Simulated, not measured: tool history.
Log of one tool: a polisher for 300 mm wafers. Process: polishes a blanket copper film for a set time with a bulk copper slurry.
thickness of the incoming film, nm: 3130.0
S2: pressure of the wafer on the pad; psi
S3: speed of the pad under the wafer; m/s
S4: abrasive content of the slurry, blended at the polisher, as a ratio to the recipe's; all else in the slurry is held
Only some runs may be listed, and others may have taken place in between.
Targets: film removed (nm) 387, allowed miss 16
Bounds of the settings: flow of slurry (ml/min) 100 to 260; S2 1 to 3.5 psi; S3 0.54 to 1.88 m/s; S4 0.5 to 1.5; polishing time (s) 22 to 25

run 1 day=0 | flow_of_slurry_(ml/min)=165 S2=2.2 S3=1.2 S4=1 polishing_time_(s)=25 | film_removed_(nm)=187.67
run 2 day=0.196 | flow_of_slurry_(ml/min)=165 S2=2.4 S3=1.22 S4=1 polishing_time_(s)=25 | film_removed_(nm)=212.46
run 3 day=0.25 | flow_of_slurry_(ml/min)=165 S2=2.6 S3=1.22 S4=1 polishing_time_(s)=25 | film_removed_(nm)=229.24
run 4 day=0.358 | flow_of_slurry_(ml/min)=165 S2=2.6 S3=1.22 S4=1 polishing_time_(s)=22 | film_removed_(nm)=199.98
run 5 day=0.667 | flow_of_slurry_(ml/min)=165 S2=3 S3=1.22 S4=1 polishing_time_(s)=22 | film_removed_(nm)=234.14
run 6 day=0.775 | flow_of_slurry_(ml/min)=165 S2=3.1 S3=1.28 S4=1 polishing_time_(s)=22 | film_removed_(nm)=245.66
run 7 day=0.971 | flow_of_slurry_(ml/min)=165 S2=3.2 S3=1.36 S4=1 polishing_time_(s)=22 | film_removed_(nm)=263.79
run 8 day=1.212 | flow_of_slurry_(ml/min)=165 S2=3.3 S3=1.44 S4=1 polishing_time_(s)=22 | film_removed_(nm)=295.63
run 9 day=1.333 | flow_of_slurry_(ml/min)=165 S2=3.3 S3=1.48 S4=1 polishing_time_(s)=22 | film_removed_(nm)=299.88
run 10 day=1.404 | flow_of_slurry_(ml/min)=165 S2=3.3 S3=1.48 S4=1 polishing_time_(s)=22 | film_removed_(nm)=298.15
run 11 day=1.546 | flow_of_slurry_(ml/min)=165 S2=3.3 S3=1.52 S4=1 polishing_time_(s)=22 | film_removed_(nm)=315.41
run 12 day=1.733 | flow_of_slurry_(ml/min)=165 S2=3.3 S3=1.54 S4=1 polishing_time_(s)=22 | film_removed_(nm)=324.24
run 13 day=1.988 | flow_of_slurry_(ml/min)=165 S2=3.3 S3=1.56 S4=1 polishing_time_(s)=22 | film_removed_(nm)=320.84
run 14 day=2.021 | flow_of_slurry_(ml/min)=165 S2=3.3 S3=1.56 S4=1 polishing_time_(s)=22 | film_removed_(nm)=315.11
run 15 day=2.375 | flow_of_slurry_(ml/min)=165 S2=3.3 S3=1.6 S4=1 polishing_time_(s)=22 | film_removed_(nm)=329.99
run 16 day=2.542 | flow_of_slurry_(ml/min)=165 S2=3.3 S3=1.62 S4=1 polishing_time_(s)=22 | film_removed_(nm)=332.48

4 candidate next runs follow, results not yet known. Just one meets every target within its allowed miss. Identify it.
run A day=2.708 | flow_of_slurry_(ml/min)=200 S2=3.1 S3=1.86 S4=1 polishing_time_(s)=23 | film_removed_(nm)=?
run B day=2.708 | flow_of_slurry_(ml/min)=180 S2=3.5 S3=1.8 S4=1 polishing_time_(s)=24 | film_removed_(nm)=?
run C day=2.708 | flow_of_slurry_(ml/min)=175 S2=3.3 S3=1.7 S4=1.3 polishing_time_(s)=25 | film_removed_(nm)=?
run D day=2.708 | flow_of_slurry_(ml/min)=160 S2=3.5 S3=1.84 S4=1 polishing_time_(s)=23 | film_removed_(nm)=?

move=A film_removed_(nm)=375.71
move=B film_removed_(nm)=421.97
move=C film_removed_(nm)=416.92
move=D film_removed_(nm)=406.62
A: meets every target
B: pushes the last run's worst result past its target
C: pushes the last run's worst result past its target
D: pushes the last run's worst result past its target
Correct choice: A, which meets every target
